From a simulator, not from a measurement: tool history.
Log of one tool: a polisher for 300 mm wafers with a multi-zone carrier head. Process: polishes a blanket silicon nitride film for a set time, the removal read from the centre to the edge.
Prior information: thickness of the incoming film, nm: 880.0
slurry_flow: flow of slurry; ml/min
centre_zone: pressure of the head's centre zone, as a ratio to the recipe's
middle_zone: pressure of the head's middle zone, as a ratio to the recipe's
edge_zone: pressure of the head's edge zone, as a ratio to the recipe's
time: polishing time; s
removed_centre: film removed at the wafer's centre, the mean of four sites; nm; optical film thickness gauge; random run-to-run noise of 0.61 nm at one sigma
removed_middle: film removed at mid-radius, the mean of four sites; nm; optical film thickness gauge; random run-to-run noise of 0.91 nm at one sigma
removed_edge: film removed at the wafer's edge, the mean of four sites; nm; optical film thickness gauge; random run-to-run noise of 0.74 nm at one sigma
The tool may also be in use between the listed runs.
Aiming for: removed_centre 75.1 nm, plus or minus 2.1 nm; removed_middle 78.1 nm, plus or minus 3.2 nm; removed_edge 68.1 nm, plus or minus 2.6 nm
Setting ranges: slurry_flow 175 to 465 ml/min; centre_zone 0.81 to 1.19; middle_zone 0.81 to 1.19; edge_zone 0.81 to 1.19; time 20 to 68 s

run	hour	slurry_flow	centre_zone	middle_zone	edge_zone	time	removed_centre	removed_middle	removed_edge
1	0	295	1	1	1	44	66.567	67.032	66.697
2	7.7	295	1	1	1	51	76.487	76.931	77.655
3	13.1	295	1.04	1	1	51	79.636	76.919	78.026
4	20.1	295	1.04	1.01	0.97	51	79.951	76.095	76.315
5	28.6	295	1.04	1.01	0.94	51	79.342	76.113	76.812
6	31.5	295	1.05	1.04	0.93	50	78.063	78.154	72.746
7	33.1	290	1.05	1.05	0.92	50	78.642	77.823	73.533
8	38.7	290	1.05	1.05	0.92	50	77.875	76.596	72.082
9	40.7	285	1.05	1.06	0.91	50	76.582	78.013	71.393
10	46.5	280	1.05	1.07	0.9	50	77.502	78.827	72.356
11	55	285	1.05	1.08	0.89	50	76.591	78.942	72.151
12	58.5	285	1.05	1.09	0.88	50	79.172	78.214	70.951
13	65.8	275	1.04	1.1	0.88	50	77.015	81.427	71.037
14	72.5	275	1.04	1.1	0.87	50	76.649	81.501	69.796
15	74.3	275	1.04	1.09	0.87	50	77.097	79.411	70.175

Exactly one of the 4 candidate moves below puts every result within its allowed miss. Which one?
A	76.1	280	1.05	1.12	0.87	48	?	?	?
B	76.1	255	0.92	1.08	0.95	52	?	?	?
C	76.1	270	1.02	1.01	0.91	51	?	?	?
D	76.1	290	1.01	1.1	0.83	52	?	?	?

move	removed_centre	removed_middle	removed_edge
A	75.389	77.615	67.161
B	73.309	81.153	75.174
C	78.01	76.583	72.694
D	79.706	83.387	71.467
A: every result within its allowed miss
B: the furthest-off result lands on target, but another misses its tolerance
C: its largest miss is bigger than the last run's
D: its largest miss is bigger than the last run's
A meets every target.
